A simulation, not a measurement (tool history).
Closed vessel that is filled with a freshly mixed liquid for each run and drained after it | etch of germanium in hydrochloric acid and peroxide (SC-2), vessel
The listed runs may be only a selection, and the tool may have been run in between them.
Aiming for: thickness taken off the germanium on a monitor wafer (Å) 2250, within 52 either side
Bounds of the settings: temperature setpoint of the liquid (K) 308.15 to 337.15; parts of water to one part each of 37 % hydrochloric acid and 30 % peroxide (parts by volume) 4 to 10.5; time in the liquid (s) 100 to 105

run	hour	temperature setpoint of the liquid (K)	parts of water to one part each of 37 % hydrochloric acid and 30 % peroxide (parts by volume)	time in the liquid (s)	thickness taken off the germanium on a monitor wafer (Å)
1	0	321.15	5.5	100	1822.7
2	6.2	321.15	5.5	100	1821.1
3	8.2	322.65	5.5	100	1919.4
4	16.3	322.65	5.5	100	1937
# hour 24: thermometer replaced
5	24	322.65	5.5	105	1876
6	27.6	325.15	5.5	105	2043.4
7	29.5	326.65	5.5	105	2140.4
8	31.8	327.15	5.5	105	2157.6

Which single option among these 4 for the next run brings every result within its allowed miss of target? Just one does.
A	34.1	330.15	7.5	100	?
B	34.1	326.65	6	100	?
C	34.1	323.65	6	105	?
D	34.1	326.15	6	100	?

move	thickness taken off the germanium on a monitor wafer (Å)
A	2250.2
B	2045.2
C	1953.1
D	2013.4
A: hits every target within its allowed miss
B: the biggest miss grows against the last run
C: the biggest miss grows against the last run
D: the biggest miss grows against the last run
The right move is A.
